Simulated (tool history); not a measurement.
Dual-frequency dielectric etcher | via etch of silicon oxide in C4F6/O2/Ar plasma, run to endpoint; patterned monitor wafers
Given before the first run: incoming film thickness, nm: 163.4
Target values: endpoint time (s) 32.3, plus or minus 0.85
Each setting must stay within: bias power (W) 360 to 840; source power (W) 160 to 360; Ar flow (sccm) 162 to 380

Run 1, day 0: bias power (W) 600, source power (W) 260, Ar flow (sccm) 271. Result: endpoint time (s) 39.158.
Run 2, day 0.1: bias power (W) 659, source power (W) 270, Ar flow (sccm) 267. Result: endpoint time (s) 36.837.
Run 3, day 0.25: bias power (W) 659, source power (W) 270, Ar flow (sccm) 298. Result: endpoint time (s) 37.586.
Run 4, day 0.517: bias power (W) 659, source power (W) 250, Ar flow (sccm) 298. Result: endpoint time (s) 38.421.
At day 0.562: source power generator calibrated.
Run 5, day 0.562: bias power (W) 659, source power (W) 250, Ar flow (sccm) 344. Result: endpoint time (s) 39.971.
Run 6, day 0.808: bias power (W) 707, source power (W) 270, Ar flow (sccm) 335. Result: endpoint time (s) 36.722.
Run 7, day 1.183: bias power (W) 741, source power (W) 280, Ar flow (sccm) 333. Result: endpoint time (s) 36.054.
Run 8, day 1.221: bias power (W) 768, source power (W) 290, Ar flow (sccm) 327. Result: endpoint time (s) 34.562.

5 candidate next runs follow, results not yet known. Just one meets every target within its allowed miss. Identify it.
Run A, day 1.258: bias power (W) 743, source power (W) 300, Ar flow (sccm) 325. Result: endpoint time (s) ?.
Run B, day 1.258: bias power (W) 794, source power (W) 280, Ar flow (sccm) 322. Result: endpoint time (s) ?.
Run C, day 1.258: bias power (W) 699, source power (W) 250, Ar flow (sccm) 349. Result: endpoint time (s) ?.
Run D, day 1.258: bias power (W) 691, source power (W) 250, Ar flow (sccm) 376. Result: endpoint time (s) ?.
Run E, day 1.258: bias power (W) 768, source power (W) 330, Ar flow (sccm) 280. Result: endpoint time (s) ?.

move  endpoint time (s)
   A             34.488
   B             34.339
   C             38.168
   D             38.562
   E             32.475
A: no better and no worse than the last run
B: an improvement on the last run, though not all results are within tolerance
C: further off than the last run
D: further off than the last run
E: all results land within tolerance of their targets
Move E is the one to make.

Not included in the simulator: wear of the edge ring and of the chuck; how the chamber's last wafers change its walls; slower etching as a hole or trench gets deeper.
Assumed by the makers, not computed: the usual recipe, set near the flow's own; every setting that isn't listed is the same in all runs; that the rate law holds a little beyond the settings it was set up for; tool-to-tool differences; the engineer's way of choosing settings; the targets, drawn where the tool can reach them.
